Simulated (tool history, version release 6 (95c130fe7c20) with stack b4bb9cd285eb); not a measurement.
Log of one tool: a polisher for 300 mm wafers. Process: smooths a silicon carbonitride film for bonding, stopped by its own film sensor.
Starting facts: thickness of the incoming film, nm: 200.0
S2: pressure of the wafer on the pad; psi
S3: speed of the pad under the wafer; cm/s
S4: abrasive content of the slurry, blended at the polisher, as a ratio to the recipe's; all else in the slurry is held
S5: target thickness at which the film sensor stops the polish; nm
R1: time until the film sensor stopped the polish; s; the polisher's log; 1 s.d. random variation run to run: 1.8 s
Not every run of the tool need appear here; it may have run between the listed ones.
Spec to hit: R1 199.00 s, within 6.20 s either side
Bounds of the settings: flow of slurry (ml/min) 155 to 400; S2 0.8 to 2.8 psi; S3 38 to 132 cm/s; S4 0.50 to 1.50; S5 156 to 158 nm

run 1 day=0.000 | flow_of_slurry_(ml/min)=255 S2=1.8 S3=84 S4=1.00 S5=158 | R1=268.80
run 2 day=0.267 | flow_of_slurry_(ml/min)=255 S2=1.9 S3=84 S4=1.00 S5=158 | R1=256.78
run 3 day=0.512 | flow_of_slurry_(ml/min)=255 S2=2.0 S3=84 S4=1.00 S5=158 | R1=245.52
run 4 day=0.746 | flow_of_slurry_(ml/min)=255 S2=1.6 S3=84 S4=1.00 S5=158 | R1=301.12
run 5 day=1.112 | flow_of_slurry_(ml/min)=255 S2=1.6 S3=74 S4=1.00 S5=158 | R1=324.14
run 6 day=1.346 | flow_of_slurry_(ml/min)=300 S2=1.6 S3=74 S4=1.00 S5=158 | R1=324.22
run 7 day=1.533 | flow_of_slurry_(ml/min)=300 S2=1.8 S3=74 S4=1.00 S5=158 | R1=285.57
run 8 day=1.700 | flow_of_slurry_(ml/min)=305 S2=2.0 S3=74 S4=1.00 S5=158 | R1=257.28
-- day=1.900 slurry blender recalibrated
run 9 day=1.900 | flow_of_slurry_(ml/min)=310 S2=2.1 S3=74 S4=1.00 S5=158 | R1=220.29
run 10 day=2.250 | flow_of_slurry_(ml/min)=325 S2=2.1 S3=74 S4=1.00 S5=158 | R1=218.93
run 11 day=2.533 | flow_of_slurry_(ml/min)=335 S2=2.1 S3=74 S4=1.00 S5=158 | R1=218.79
run 12 day=2.850 | flow_of_slurry_(ml/min)=350 S2=2.1 S3=74 S4=1.00 S5=158 | R1=220.05
run 13 day=3.079 | flow_of_slurry_(ml/min)=355 S2=2.1 S3=74 S4=1.00 S5=158 | R1=218.93
run 14 day=3.346 | flow_of_slurry_(ml/min)=360 S2=2.1 S3=74 S4=1.00 S5=158 | R1=217.18
run 15 day=3.604 | flow_of_slurry_(ml/min)=365 S2=2.1 S3=74 S4=1.00 S5=158 | R1=216.97
run 16 day=3.871 | flow_of_slurry_(ml/min)=370 S2=2.1 S3=74 S4=1.00 S5=158 | R1=211.58

5 candidate next runs follow, results not yet known. Just one meets every target within its allowed miss. Identify it.
run A day=4.138 | flow_of_slurry_(ml/min)=335 S2=2.2 S3=76 S4=0.90 S5=157 | R1=?
run B day=4.138 | flow_of_slurry_(ml/min)=365 S2=2.3 S3=64 S4=0.95 S5=157 | R1=?
run C day=4.138 | flow_of_slurry_(ml/min)=400 S2=2.1 S3=94 S4=1.00 S5=157 | R1=?
run D day=4.138 | flow_of_slurry_(ml/min)=355 S2=2.2 S3=88 S4=1.00 S5=158 | R1=?
run E day=4.138 | flow_of_slurry_(ml/min)=385 S2=2.5 S3=76 S4=0.75 S5=157 | R1=?

move=A R1=217.30
move=B R1=226.25
move=C R1=188.65
move=D R1=185.51
move=E R1=201.77
A: its largest miss is bigger than the last run's
B: its largest miss is bigger than the last run's
C: pushes the last run's worst result past its target
D: pushes the last run's worst result past its target
E: all results land within tolerance of their targets
Answer: E

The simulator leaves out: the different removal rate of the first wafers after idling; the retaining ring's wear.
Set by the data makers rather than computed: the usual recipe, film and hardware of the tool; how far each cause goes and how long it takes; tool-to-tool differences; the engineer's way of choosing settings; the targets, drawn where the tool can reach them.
